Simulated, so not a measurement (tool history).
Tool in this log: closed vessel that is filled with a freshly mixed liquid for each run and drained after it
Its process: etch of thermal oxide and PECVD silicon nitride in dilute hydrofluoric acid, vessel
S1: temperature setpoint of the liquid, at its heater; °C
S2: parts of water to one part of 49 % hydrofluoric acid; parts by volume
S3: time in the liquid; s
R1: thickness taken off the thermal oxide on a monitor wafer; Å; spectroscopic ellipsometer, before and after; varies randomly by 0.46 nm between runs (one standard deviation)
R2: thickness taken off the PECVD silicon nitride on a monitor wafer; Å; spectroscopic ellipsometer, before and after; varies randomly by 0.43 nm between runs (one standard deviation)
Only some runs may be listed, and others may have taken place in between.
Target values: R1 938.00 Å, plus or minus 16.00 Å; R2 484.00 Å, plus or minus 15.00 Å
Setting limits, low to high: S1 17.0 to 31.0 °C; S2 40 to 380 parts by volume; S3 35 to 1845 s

run 1 hour=0.0 | S1=23.0 S2=210 S3=940 | R1=203.47 R2=117.53
run 2 hour=4.1 | S1=23.0 S2=210 S3=1230 | R1=265.05 R2=155.61
run 3 hour=4.8 | S1=21.0 S2=210 S3=1230 | R1=245.44 R2=136.80
run 4 hour=6.2 | S1=22.0 S2=180 S3=1250 | R1=311.25 R2=169.15
run 5 hour=12.6 | S1=23.0 S2=155 S3=1250 | R1=387.29 R2=212.93
run 6 hour=18.6 | S1=23.0 S2=155 S3=1420 | R1=436.93 R2=239.24
run 7 hour=20.1 | S1=23.5 S2=135 S3=1410 | R1=522.13 R2=283.03
run 8 hour=23.6 | S1=24.0 S2=120 S3=1390 | R1=603.36 R2=324.02
run 9 hour=27.1 | S1=27.0 S2=45 S3=1255 | R1=1818.50 R2=949.32
run 10 hour=28.5 | S1=26.0 S2=50 S3=1295 | R1=1595.90 R2=820.06
run 11 hour=34.5 | S1=25.5 S2=55 S3=1345 | R1=1462.60 R2=748.16
run 12 hour=42.0 | S1=25.0 S2=60 S3=1385 | R1=1336.00 R2=683.69
run 13 hour=43.5 | S1=24.5 S2=65 S3=1420 | R1=1247.30 R2=624.95
run 14 hour=46.5 | S1=24.5 S2=70 S3=1450 | R1=1168.00 R2=598.87
run 15 hour=50.4 | S1=24.0 S2=70 S3=1485 | R1=1167.60 R2=594.06
run 16 hour=53.5 | S1=23.5 S2=70 S3=1515 | R1=1174.80 R2=585.16
run 17 hour=61.5 | S1=23.5 S2=75 S3=1545 | R1=1112.10 R2=551.56
run 18 hour=64.5 | S1=23.5 S2=80 S3=1560 | R1=1044.10 R2=527.78
run 19 hour=66.8 | S1=23.5 S2=80 S3=1580 | R1=1054.30 R2=530.77
run 20 hour=74.7 | S1=23.5 S2=80 S3=1595 | R1=1071.90 R2=531.19
run 21 hour=83.3 | S1=23.5 S2=80 S3=1590 | R1=1070.10 R2=535.57
run 22 hour=89.6 | S1=23.5 S2=115 S3=1630 | R1=729.00 R2=388.20
run 23 hour=96.1 | S1=24.0 S2=110 S3=1550 | R1=737.60 R2=393.94
run 24 hour=104.0 | S1=24.5 S2=105 S3=1365 | R1=702.50 R2=374.49
run 25 hour=111.9 | S1=24.5 S2=100 S3=1385 | R1=757.41 R2=399.69
run 26 hour=120.8 | S1=24.5 S2=95 S3=1395 | R1=808.43 R2=420.14
run 27 hour=124.2 | S1=24.5 S2=85 S3=1400 | R1=914.72 R2=472.55
run 28 hour=128.8 | S1=24.5 S2=85 S3=1395 | R1=919.81 R2=476.73

Consider the 5 candidate settings below. Which is the only one whose results all fall within their allowed miss of target?
run A hour=133.4 | S1=23.5 S2=85 S3=1430 | R1=? R2=?
run B hour=133.4 | S1=25.0 S2=75 S3=1170 | R1=? R2=?
run C hour=133.4 | S1=24.0 S2=95 S3=1650 | R1=? R2=?
run D hour=133.4 | S1=26.0 S2=90 S3=1360 | R1=? R2=?
run E hour=133.4 | S1=23.0 S2=95 S3=1680 | R1=? R2=?

move=A R1=899.59 R2=451.51
move=B R1=897.28 R2=461.68
move=C R1=935.81 R2=482.62
move=D R1=886.71 R2=478.48
move=E R1=915.52 R2=459.87
A: misses by more than the last run did
B: misses by more than the last run did
C: all results in spec
D: misses by more than the last run did
E: misses by more than the last run did
Correct choice: C, which meets every target
